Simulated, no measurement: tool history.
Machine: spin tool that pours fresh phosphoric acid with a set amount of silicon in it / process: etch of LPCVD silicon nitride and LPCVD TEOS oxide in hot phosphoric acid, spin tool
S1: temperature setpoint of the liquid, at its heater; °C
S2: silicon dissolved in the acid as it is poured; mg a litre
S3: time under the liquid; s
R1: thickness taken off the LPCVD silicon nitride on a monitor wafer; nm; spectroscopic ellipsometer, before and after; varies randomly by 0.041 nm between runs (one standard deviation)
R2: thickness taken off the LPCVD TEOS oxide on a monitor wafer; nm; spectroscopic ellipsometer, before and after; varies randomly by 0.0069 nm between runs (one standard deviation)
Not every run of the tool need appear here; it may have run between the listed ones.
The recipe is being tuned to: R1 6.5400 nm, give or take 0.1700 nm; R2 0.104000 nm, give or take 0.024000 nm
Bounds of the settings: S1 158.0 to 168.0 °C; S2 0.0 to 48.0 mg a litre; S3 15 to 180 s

run	hour	S1	S2	S3	R1	R2
1	0.0	163.0	21.0	90	8.7561	0.327660
2	7.6	163.0	14.0	90	8.8040	0.421640
3	9.6	162.0	14.0	90	8.4937	0.415980
4	12.2	162.0	9.5	90	8.4294	0.415830
5	20.1	160.5	22.5	85	7.5896	0.284680
# hour 25.1: dissolved silicon flow meter replaced
6	25.1	162.0	22.5	85	8.0513	0.279900
7	31.3	161.0	30.5	80	7.2462	0.183320
8	34.1	158.5	43.0	80	6.6974	0.068919

Below are 4 possible settings for the next run. Only one of them brings all results inside the allowed miss of their targets. Which is it?
A	36.9	158.0	37.5	80	?	?
B	36.9	160.5	48.0	75	?	?
C	36.9	158.5	46.5	75	?	?
D	36.9	158.0	41.0	85	?	?

move	R1	R2
A	6.5895	0.110200
B	6.7208	0.074296
C	6.2832	0.064041
D	7.0014	0.093671
A: hits every target within its allowed miss
B: closer than the last run, but not yet in spec
C: its largest miss is bigger than the last run's
D: gets the furthest-off result to its target, but another result is out of tolerance
So the answer is move A, the one that meets all the targets.
